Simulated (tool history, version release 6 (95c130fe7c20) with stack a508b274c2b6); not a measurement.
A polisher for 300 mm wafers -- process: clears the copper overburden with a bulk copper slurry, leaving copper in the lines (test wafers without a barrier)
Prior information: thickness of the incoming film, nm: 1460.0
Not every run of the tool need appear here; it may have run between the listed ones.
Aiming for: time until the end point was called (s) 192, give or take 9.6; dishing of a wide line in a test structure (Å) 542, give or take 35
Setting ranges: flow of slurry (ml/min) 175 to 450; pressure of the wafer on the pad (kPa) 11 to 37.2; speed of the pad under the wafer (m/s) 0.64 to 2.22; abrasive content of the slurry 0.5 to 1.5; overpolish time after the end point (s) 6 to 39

run	hour	flow of slurry (ml/min)	pressure of the wafer on the pad (kPa)	speed of the pad under the wafer (m/s)	abrasive content of the slurry	overpolish time after the end point (s)	time until the end point was called (s)	dishing of a wide line in a test structure (Å)
1	0	290	24.1	1.42	1	20	83.043	926.5
2	6.2	290	24.1	1.3	1	20	89.855	923.81
3	14.4	275	20.7	1.24	0.9	16	111.15	746.15
4	17.6	275	17.9	1.18	0.9	16	133.09	697.93
5	21.1	275	17.9	1.32	0.9	16	123.09	727.25
6	23.2	210	17.9	1.32	0.9	16	129.04	725.66
7	31.1	255	11	1.1	0.9	6	230.52	238.03
8	38.4	240	12.4	1.06	0.85	8	211.83	321.86
9	40.2	230	13.1	1.02	0.75	9	210.93	334.67
10	41.5	200	20	0.74	0.5	19	208.69	607.68
11	48.4	205	20	0.76	0.5	18	204.04	607.54
12	51.3	210	20	0.78	0.5	17	200.07	585.99
13	58.6	210	20	0.78	0.5	17	196.89	586.17
# hour 66.7: slurry nozzle cleaned
14	66.7	215	20	0.78	0.5	16	189.41	592.07
15	72.3	205	18.6	0.82	0.5	8	195.45	353.3
16	73.5	240	22.8	0.64	0.5	15	181.95	576.72
17	76.8	235	22.8	0.64	0.5	15	182.62	559.3

Consider the 5 candidate settings below. Which is the only one whose results all fall within their allowed miss of target?
A	80.1	250	22.8	0.7	0.5	12	?	?
B	80.1	245	24.8	0.64	0.5	12	?	?
C	80.1	250	18.6	0.66	0.75	15	?	?
D	80.1	220	19.3	0.86	0.55	17	?	?
E	80.1	235	19.3	0.94	0.5	15	?	?

move	time until the end point was called (s)	dishing of a wide line in a test structure (Å)
A	171.47	527.79
B	166.92	542.26
C	191	555.15
D	173.45	635.06
E	166.78	605.09
A: further off than the last run
B: further off than the last run
C: all results in spec
D: further off than the last run
E: further off than the last run
The right move is C.

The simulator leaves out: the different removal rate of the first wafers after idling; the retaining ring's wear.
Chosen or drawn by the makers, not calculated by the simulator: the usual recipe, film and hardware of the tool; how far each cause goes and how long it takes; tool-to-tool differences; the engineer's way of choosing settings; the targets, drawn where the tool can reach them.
